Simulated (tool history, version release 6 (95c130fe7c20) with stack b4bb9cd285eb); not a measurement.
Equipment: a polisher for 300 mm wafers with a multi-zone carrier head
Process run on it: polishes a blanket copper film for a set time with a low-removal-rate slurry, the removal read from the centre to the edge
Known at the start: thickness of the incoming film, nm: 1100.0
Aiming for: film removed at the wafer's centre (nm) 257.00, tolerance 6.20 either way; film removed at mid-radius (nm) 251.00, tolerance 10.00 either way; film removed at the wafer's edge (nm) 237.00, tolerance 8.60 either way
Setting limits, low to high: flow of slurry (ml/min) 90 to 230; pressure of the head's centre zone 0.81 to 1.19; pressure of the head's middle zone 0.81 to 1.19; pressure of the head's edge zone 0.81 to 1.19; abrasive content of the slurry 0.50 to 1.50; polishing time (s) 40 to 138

run	hour	flow of slurry (ml/min)	pressure of the head's centre zone	pressure of the head's middle zone	pressure of the head's edge zone	abrasive content of the slurry	polishing time (s)	film removed at the wafer's centre (nm)	film removed at mid-radius (nm)	film removed at the wafer's edge (nm)
1	0.0	150	1.00	1.00	1.00	1.00	88	208.99	204.11	205.86
2	7.9	150	1.00	1.00	1.00	1.00	71	171.91	170.33	167.30
3	12.6	160	1.02	1.03	1.03	1.10	74	190.06	184.39	183.02
4	19.6	145	1.02	1.03	1.03	1.10	74	182.01	179.62	178.89
5	27.7	145	1.02	1.11	1.03	1.10	74	182.44	191.66	179.07
6	34.6	145	1.02	1.07	1.03	1.10	74	182.57	185.68	175.18
7	37.6	160	1.03	1.09	1.05	1.20	76	195.84	199.57	193.32
8	39.0	160	1.03	1.09	1.05	1.20	76	197.26	202.52	190.60
9	41.1	170	1.05	1.10	1.07	1.25	77	204.38	209.87	197.25
10	46.0	180	1.07	1.10	1.08	1.30	79	219.52	221.95	212.97
11	51.0	190	1.09	1.11	1.09	1.35	79	229.20	226.89	213.54

Consider the 5 candidate settings below. Which is the only one whose results all fall within their allowed miss of target?
A	56.0	210	1.17	1.19	1.00	1.25	83	?	?	?
B	56.0	190	1.10	1.13	1.09	1.40	87	?	?	?
C	56.0	155	1.16	1.00	1.14	1.25	95	?	?	?
D	56.0	205	1.10	1.03	0.93	1.25	88	?	?	?
E	56.0	230	1.12	1.19	1.04	1.40	80	?	?	?

move	film removed at the wafer's centre (nm)	film removed at mid-radius (nm)	film removed at the wafer's edge (nm)
A	258.51	246.98	216.81
B	257.12	250.34	240.18
C	276.53	233.36	255.54
D	257.22	232.44	221.94
E	248.13	246.81	220.11
A: corrects the largest miss of the last run, while another result sits out of spec
B: hits every target within its allowed miss
C: takes the biggest miss from the last run beyond its target
D: corrects the largest miss of the last run, while another result sits out of spec
E: moves toward the targets from the last run without getting all of them in spec
The move that meets every target is B.
